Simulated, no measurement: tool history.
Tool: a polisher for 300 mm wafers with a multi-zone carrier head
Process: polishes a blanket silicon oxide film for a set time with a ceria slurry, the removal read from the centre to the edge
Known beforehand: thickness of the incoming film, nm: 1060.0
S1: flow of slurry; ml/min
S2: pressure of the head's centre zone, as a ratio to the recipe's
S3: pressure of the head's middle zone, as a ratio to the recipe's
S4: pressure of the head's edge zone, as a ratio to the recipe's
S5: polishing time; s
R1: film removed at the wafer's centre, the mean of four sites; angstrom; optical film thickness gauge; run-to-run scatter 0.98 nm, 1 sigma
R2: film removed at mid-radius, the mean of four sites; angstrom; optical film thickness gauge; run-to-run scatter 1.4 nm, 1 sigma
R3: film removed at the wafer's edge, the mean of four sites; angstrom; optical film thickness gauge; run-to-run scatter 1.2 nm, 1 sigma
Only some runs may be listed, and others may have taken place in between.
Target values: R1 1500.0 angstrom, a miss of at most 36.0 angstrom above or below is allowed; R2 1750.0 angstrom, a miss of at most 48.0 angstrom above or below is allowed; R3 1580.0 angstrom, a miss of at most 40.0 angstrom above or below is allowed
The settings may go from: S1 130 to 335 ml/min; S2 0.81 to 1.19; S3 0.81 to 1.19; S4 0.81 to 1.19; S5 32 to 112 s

run,hour,S1,S2,S3,S4,S5,R1,R2,R3
1,0.0,215,1.00,1.00,1.00,72,1504.1,1506.1,1509.4
2,1.2,215,1.00,1.00,0.96,72,1485.3,1486.6,1475.8
3,7.4,215,0.95,1.00,0.96,72,1432.0,1477.8,1470.5
4,16.1,235,0.95,1.03,0.98,72,1440.1,1547.9,1489.5
5,16.6,235,1.02,1.03,0.98,72,1520.9,1589.5,1483.6
6,18.0,235,1.06,1.03,0.98,72,1590.1,1547.4,1490.1
7,25.2,245,1.04,1.05,1.00,72,1585.8,1599.4,1521.0
8,28.2,255,0.95,1.14,1.05,72,1458.1,1722.1,1550.8
9,34.9,260,0.95,1.14,1.05,72,1456.3,1723.2,1535.7

Pick the move, out of 5, that brings all results within their allowed miss; only one does.
A,41.6,270,0.93,1.15,1.01,70,?,?,?
B,41.6,255,1.03,1.14,0.99,70,?,?,?
C,41.6,290,0.91,1.17,1.13,70,?,?,?
D,41.6,265,1.00,1.19,1.14,70,?,?,?
E,41.6,290,0.90,1.13,1.13,73,?,?,?

move,R1,R2,R3
A,1390.4,1705.1,1484.7
B,1528.3,1680.7,1463.5
C,1372.1,1743.5,1578.7
D,1491.6,1751.7,1574.0
E,1414.8,1764.7,1647.2
A: the biggest miss grows against the last run
B: the furthest-off result lands on target, but another misses its tolerance
C: the biggest miss grows against the last run
D: in spec on every target
E: the biggest miss grows against the last run
So the answer is move D, the one that meets all the targets.
